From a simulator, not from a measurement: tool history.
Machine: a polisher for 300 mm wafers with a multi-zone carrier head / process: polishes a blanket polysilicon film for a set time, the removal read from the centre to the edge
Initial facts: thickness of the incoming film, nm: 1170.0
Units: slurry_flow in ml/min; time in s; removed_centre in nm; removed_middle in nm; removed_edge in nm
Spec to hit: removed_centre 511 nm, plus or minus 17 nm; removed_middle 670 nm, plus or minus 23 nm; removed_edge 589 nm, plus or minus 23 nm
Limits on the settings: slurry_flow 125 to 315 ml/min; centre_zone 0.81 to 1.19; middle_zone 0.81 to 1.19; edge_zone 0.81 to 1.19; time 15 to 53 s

{"run": 1, "hour": 0.0, "slurry_flow": 205, "centre_zone": 1, "middle_zone": 1, "edge_zone": 1, "time": 34, "removed_centre": 452.08, "removed_middle": 463, "removed_edge": 469.78}
{"run": 2, "hour": 1.0, "slurry_flow": 215, "centre_zone": 0.98, "middle_zone": 1.05, "edge_zone": 1.02, "time": 36, "removed_centre": 474.93, "removed_middle": 506.87, "removed_edge": 480.78}
{"run": 3, "hour": 6.3, "slurry_flow": 200, "centre_zone": 0.93, "middle_zone": 1.07, "edge_zone": 1.02, "time": 39, "removed_centre": 486.49, "removed_middle": 548.97, "removed_edge": 528.23}
{"run": 4, "hour": 10.1, "slurry_flow": 200, "centre_zone": 0.93, "middle_zone": 1.12, "edge_zone": 1.02, "time": 39, "removed_centre": 485.59, "removed_middle": 575.7, "removed_edge": 523.01}
{"run": 5, "hour": 18.7, "slurry_flow": 200, "centre_zone": 0.91, "middle_zone": 1.14, "edge_zone": 1.04, "time": 40, "removed_centre": 493.99, "removed_middle": 608.81, "removed_edge": 543.45}
{"run": 6, "hour": 20.0, "slurry_flow": 205, "centre_zone": 0.9, "middle_zone": 1.15, "edge_zone": 1.07, "time": 40, "removed_centre": 491.06, "removed_middle": 604.31, "removed_edge": 560.73}
{"run": 7, "hour": 23.6, "slurry_flow": 215, "centre_zone": 0.89, "middle_zone": 1.16, "edge_zone": 1.07, "time": 40, "removed_centre": 493.03, "removed_middle": 622.98, "removed_edge": 553.7}
{"run": 8, "hour": 25.9, "slurry_flow": 220, "centre_zone": 0.88, "middle_zone": 1.17, "edge_zone": 1.09, "time": 40, "removed_centre": 493.74, "removed_middle": 625.12, "removed_edge": 562.63}
{"run": 9, "hour": 28.2, "slurry_flow": 225, "centre_zone": 0.87, "middle_zone": 1.18, "edge_zone": 1.09, "time": 40, "removed_centre": 478.78, "removed_middle": 632.56, "removed_edge": 570.38}
{"run": 10, "hour": 34.1, "slurry_flow": 235, "centre_zone": 0.88, "middle_zone": 1.18, "edge_zone": 1.09, "time": 40, "removed_centre": 481.97, "removed_middle": 634.4, "removed_edge": 562.38}
{"run": 11, "hour": 34.9, "slurry_flow": 240, "centre_zone": 0.88, "middle_zone": 1.18, "edge_zone": 1.09, "time": 40, "removed_centre": 488.41, "removed_middle": 640.13, "removed_edge": 561.35}

Consider the 4 candidate settings below. Which is the only one whose results all fall within their allowed miss of target?
{"run": "A", "hour": 35.7, "slurry_flow": 220, "centre_zone": 0.91, "middle_zone": 1.19, "edge_zone": 1.18, "time": 38, "removed_centre": "?", "removed_middle": "?", "removed_edge": "?"}
{"run": "B", "hour": 35.7, "slurry_flow": 170, "centre_zone": 1.03, "middle_zone": 1.19, "edge_zone": 1.04, "time": 40, "removed_centre": "?", "removed_middle": "?", "removed_edge": "?"}
{"run": "C", "hour": 35.7, "slurry_flow": 265, "centre_zone": 0.86, "middle_zone": 1.19, "edge_zone": 1.03, "time": 38, "removed_centre": "?", "removed_middle": "?", "removed_edge": "?"}
{"run": "D", "hour": 35.7, "slurry_flow": 205, "centre_zone": 0.83, "middle_zone": 1.1, "edge_zone": 0.97, "time": 45, "removed_centre": "?", "removed_middle": "?", "removed_edge": "?"}

move=A removed_centre=466.66 removed_middle=601.03 removed_edge=551.56
move=B removed_centre=519.32 removed_middle=606.74 removed_edge=531.05
move=C removed_centre=457.5 removed_middle=615.51 removed_edge=527.09
move=D removed_centre=506.81 removed_middle=658.8 removed_edge=593.55
A: further off than the last run
B: puts the biggest miss on target and leaves a different result outside tolerance
C: further off than the last run
D: all results in spec
D is the move that brings every result within its allowed miss.

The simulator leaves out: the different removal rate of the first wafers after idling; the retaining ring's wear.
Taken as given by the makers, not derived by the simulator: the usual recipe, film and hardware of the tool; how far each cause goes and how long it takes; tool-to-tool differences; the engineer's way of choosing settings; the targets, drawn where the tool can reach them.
